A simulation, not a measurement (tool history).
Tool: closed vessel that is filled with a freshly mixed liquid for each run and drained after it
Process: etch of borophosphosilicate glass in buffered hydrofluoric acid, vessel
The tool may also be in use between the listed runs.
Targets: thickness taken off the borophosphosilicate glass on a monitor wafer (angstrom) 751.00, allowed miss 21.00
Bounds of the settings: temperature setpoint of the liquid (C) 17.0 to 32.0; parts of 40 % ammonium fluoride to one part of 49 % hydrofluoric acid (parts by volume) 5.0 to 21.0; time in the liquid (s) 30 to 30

| run | day | temperature setpoint of the liquid (C) | parts of 40 % ammonium fluoride to one part of 49 % hydrofluoric acid (parts by volume) | time in the liquid (s) | thickness taken off the borophosphosilicate glass on a monitor wafer (angstrom) |
|---|---|---|---|---|---|
| 1 | 0.000 | 24.0 | 13.0 | 30 | 293.39 |
| 2 | 0.271 | 23.0 | 13.0 | 30 | 277.90 |
| 3 | 0.342 | 25.5 | 11.0 | 30 | 375.79 |
| 4 | 0.417 | 27.5 | 11.0 | 30 | 418.56 |
| 5 | 0.562 | 25.5 | 11.0 | 30 | 374.34 |
| 6 | 0.775 | 25.5 | 11.0 | 30 | 374.28 |
| 7 | 0.875 | 27.5 | 9.5 | 30 | 469.83 |
| 8 | 1.221 | 29.0 | 8.5 | 30 | 563.44 |
| 9 | 1.254 | 30.0 | 8.0 | 30 | 629.66 |
| 10 | 1.492 | 30.5 | 8.0 | 30 | 649.49 |
| 11 | 1.596 | 31.0 | 8.0 | 30 | 667.66 |
| 12 | 1.888 | 31.5 | 8.0 | 30 | 682.70 |
| 13 | 2.238 | 32.0 | 7.0 | 30 | 809.77 |
| 14 | 2.462 | 31.5 | 7.0 | 30 | 790.32 |

5 next moves are on the table. One of them brings every result within its allowed miss. Which?
| A | 2.688 | 30.5 | 6.5 | 30 | ? |
| B | 2.688 | 28.5 | 5.5 | 30 | ? |
| C | 2.688 | 32.0 | 7.0 | 30 | ? |
| D | 2.688 | 31.5 | 6.5 | 30 | ? |
| E | 2.688 | 32.0 | 7.5 | 30 | ? |

| move | thickness taken off the borophosphosilicate glass on a monitor wafer (angstrom) |
|---|---|
| A | 804.66 |
| B | 839.36 |
| C | 814.23 |
| D | 847.11 |
| E | 755.30 |
A: further off than the last run
B: further off than the last run
C: further off than the last run
D: further off than the last run
E: meets every target
Answer: E
